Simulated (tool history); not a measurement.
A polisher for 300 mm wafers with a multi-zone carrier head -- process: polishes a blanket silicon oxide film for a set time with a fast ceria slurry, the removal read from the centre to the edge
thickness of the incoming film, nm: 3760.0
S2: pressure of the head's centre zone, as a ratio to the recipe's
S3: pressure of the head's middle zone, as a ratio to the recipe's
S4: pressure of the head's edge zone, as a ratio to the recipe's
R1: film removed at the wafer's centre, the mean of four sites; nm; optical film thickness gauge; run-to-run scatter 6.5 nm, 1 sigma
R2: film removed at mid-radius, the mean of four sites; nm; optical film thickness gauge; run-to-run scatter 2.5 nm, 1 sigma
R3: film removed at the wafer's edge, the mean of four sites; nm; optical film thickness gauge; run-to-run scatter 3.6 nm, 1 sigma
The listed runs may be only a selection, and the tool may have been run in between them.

Run 1, day 0.000: flow of slurry (ml/min) 125, S2 1.00, S3 1.00, S4 1.00, polishing time (s) 56. Result: R1 582.67 nm, R2 549.52 nm, R3 537.97 nm.
Run 2, day 0.062: flow of slurry (ml/min) 115, S2 1.00, S3 0.95, S4 0.96, polishing time (s) 54. Result: R1 531.77 nm, R2 500.44 nm, R3 504.74 nm.
Run 3, day 0.329: flow of slurry (ml/min) 110, S2 1.03, S3 0.92, S4 0.93, polishing time (s) 52. Result: R1 524.46 nm, R2 470.96 nm, R3 484.54 nm.
Run 4, day 0.679: flow of slurry (ml/min) 140, S2 1.03, S3 0.92, S4 0.93, polishing time (s) 52. Result: R1 555.66 nm, R2 491.40 nm, R3 492.73 nm.
Run 5, day 0.858: flow of slurry (ml/min) 140, S2 1.03, S3 0.92, S4 1.02, polishing time (s) 52. Result: R1 564.31 nm, R2 493.51 nm, R3 512.39 nm.
Run 6, day 1.021: flow of slurry (ml/min) 140, S2 1.03, S3 0.92, S4 1.02, polishing time (s) 46. Result: R1 480.44 nm, R2 431.34 nm, R3 456.01 nm.
Run 7, day 1.312: flow of slurry (ml/min) 130, S2 1.05, S3 0.91, S4 1.00, polishing time (s) 46. Result: R1 496.72 nm, R2 423.82 nm, R3 440.62 nm.
Run 8, day 1.592: flow of slurry (ml/min) 120, S2 1.06, S3 0.90, S4 1.00, polishing time (s) 46. Result: R1 492.42 nm, R2 413.39 nm, R3 441.53 nm.

The next listed run, before its measurement:
Run 9, day 1.958: flow of slurry (ml/min) 115, S2 1.07, S3 0.90, S4 0.99, polishing time (s) 46. Result: R1 ?, R2 ?, R3 ?.

{"run 9": {"R1": 473.45, "R2": 408.64, "R3": 434.45}}
